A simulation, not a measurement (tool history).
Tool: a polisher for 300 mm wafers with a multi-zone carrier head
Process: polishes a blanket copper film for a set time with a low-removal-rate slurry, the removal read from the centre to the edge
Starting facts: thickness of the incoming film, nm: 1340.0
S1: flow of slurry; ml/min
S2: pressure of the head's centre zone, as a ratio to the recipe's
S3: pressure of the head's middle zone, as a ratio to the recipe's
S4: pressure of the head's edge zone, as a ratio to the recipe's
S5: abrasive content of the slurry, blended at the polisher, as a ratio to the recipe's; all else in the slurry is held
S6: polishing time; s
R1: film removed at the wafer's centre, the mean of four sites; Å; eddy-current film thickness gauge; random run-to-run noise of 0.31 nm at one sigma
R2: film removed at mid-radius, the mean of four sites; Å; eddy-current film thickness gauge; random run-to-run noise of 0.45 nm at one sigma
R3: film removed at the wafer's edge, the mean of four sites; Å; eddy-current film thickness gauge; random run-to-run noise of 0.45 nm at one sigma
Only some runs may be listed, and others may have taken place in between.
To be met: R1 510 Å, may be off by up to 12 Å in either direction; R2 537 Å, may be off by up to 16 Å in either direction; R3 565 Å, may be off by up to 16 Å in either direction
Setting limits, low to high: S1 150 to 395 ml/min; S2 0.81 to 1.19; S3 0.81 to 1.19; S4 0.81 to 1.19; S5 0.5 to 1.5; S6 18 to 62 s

run,day,S1,S2,S3,S4,S5,S6,R1,R2,R3
1,0,250,1,1,1,1,40,750.43,761.47,772.85
2,0.033,245,0.98,0.98,0.98,0.9,39,706.54,703.25,717.83
3,0.271,245,0.95,0.98,0.98,0.9,39,669.43,704.76,721.83
4,0.317,240,0.93,0.96,0.96,0.85,39,664.5,683.13,702.49
5,0.558,240,0.93,0.9,0.96,0.85,39,649.31,651.49,710.93
6,0.679,195,0.93,0.9,0.96,0.85,39,631.64,639.45,689.25
7,0.775,190,0.91,0.89,0.94,0.8,39,609.9,616.88,677.23
8,1.1,205,0.86,0.93,0.84,0.55,35,496.25,548.92,549.14

Next run, 4 choices. One meets every target within its allowed miss, the rest don't. Which?
A,1.425,305,0.89,0.92,0.95,0.65,32,?,?,?
B,1.425,280,0.81,0.81,0.99,0.6,34,?,?,?
C,1.425,180,0.82,0.89,0.86,0.6,36,?,?,?
D,1.425,150,0.86,0.81,0.96,0.5,39,?,?,?

move,R1,R2,R3
A,509.54,533.56,566.18
B,481.45,500.27,602.39
C,480.42,536.59,571.49
D,509.6,504.77,616.31
A: meets every target
B: further off than the last run
C: further off than the last run
D: brings the result that was furthest off to its target, and leaves another outside
Go with A: it meets all targets.
